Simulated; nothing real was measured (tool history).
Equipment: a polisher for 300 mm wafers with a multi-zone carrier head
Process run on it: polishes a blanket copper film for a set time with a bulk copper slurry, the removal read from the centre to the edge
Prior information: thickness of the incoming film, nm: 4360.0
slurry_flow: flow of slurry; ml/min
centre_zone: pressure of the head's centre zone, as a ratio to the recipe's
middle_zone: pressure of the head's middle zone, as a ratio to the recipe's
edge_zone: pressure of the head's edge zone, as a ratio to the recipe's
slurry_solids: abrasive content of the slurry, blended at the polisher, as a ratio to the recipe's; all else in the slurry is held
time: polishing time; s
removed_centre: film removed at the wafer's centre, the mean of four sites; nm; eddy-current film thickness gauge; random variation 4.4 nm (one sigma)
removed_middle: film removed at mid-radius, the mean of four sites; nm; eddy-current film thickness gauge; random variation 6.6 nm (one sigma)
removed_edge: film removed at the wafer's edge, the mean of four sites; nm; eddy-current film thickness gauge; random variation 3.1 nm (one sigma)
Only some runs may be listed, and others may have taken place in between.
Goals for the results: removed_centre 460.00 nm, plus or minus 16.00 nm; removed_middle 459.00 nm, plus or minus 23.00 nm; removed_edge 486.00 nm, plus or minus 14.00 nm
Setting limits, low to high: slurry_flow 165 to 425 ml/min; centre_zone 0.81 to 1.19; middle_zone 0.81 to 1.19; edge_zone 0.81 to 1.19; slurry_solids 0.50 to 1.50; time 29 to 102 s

| run | hour | slurry_flow | centre_zone | middle_zone | edge_zone | slurry_solids | time | removed_centre | removed_middle | removed_edge |
|---|---|---|---|---|---|---|---|---|---|---|
| 1 | 0.0 | 275 | 1.00 | 1.00 | 1.00 | 1.00 | 65 | 618.38 | 610.05 | 604.88 |
| 2 | 5.5 | 275 | 1.00 | 1.00 | 1.00 | 1.00 | 77 | 741.69 | 722.73 | 725.92 |
| 3 | 9.5 | 275 | 0.97 | 1.00 | 1.00 | 1.00 | 77 | 707.26 | 725.28 | 722.03 |
| 4 | 15.1 | 270 | 0.95 | 0.96 | 0.97 | 0.85 | 73 | 633.97 | 643.26 | 645.97 |
| 5 | 18.5 | 270 | 0.95 | 0.96 | 0.97 | 0.85 | 84 | 727.14 | 744.63 | 756.11 |
| 6 | 21.3 | 265 | 0.93 | 0.92 | 0.95 | 0.75 | 78 | 644.26 | 652.85 | 674.72 |
| 7 | 27.8 | 260 | 0.92 | 0.90 | 0.93 | 0.70 | 73 | 592.57 | 591.89 | 626.22 |
| 8 | 36.5 | 260 | 0.91 | 0.90 | 0.92 | 0.65 | 69 | 547.32 | 548.00 | 579.50 |
| 9 | 44.5 | 260 | 0.90 | 0.90 | 0.90 | 0.60 | 67 | 503.36 | 521.25 | 542.08 |

Pick the move, out of 4, that brings all results within their allowed miss; only one does.
| A | 52.5 | 305 | 1.03 | 1.09 | 0.81 | 0.55 | 61 | ? | ? | ? |
| B | 52.5 | 235 | 0.95 | 0.98 | 0.81 | 1.10 | 51 | ? | ? | ? |
| C | 52.5 | 180 | 0.90 | 0.87 | 0.87 | 0.60 | 63 | ? | ? | ? |
| D | 52.5 | 270 | 0.82 | 0.81 | 1.08 | 0.65 | 64 | ? | ? | ? |

| move | removed_centre | removed_middle | removed_edge |
|---|---|---|---|
| A | 535.58 | 550.67 | 470.43 |
| B | 462.72 | 473.20 | 445.16 |
| C | 466.39 | 457.75 | 492.79 |
| D | 455.28 | 461.40 | 572.97 |
A: moves the result that the last run missed by most past its target, out the other side
B: moves the result that the last run missed by most past its target, out the other side
C: hits every target within its allowed miss
D: lands further from the targets than the last run did
The right move is C.

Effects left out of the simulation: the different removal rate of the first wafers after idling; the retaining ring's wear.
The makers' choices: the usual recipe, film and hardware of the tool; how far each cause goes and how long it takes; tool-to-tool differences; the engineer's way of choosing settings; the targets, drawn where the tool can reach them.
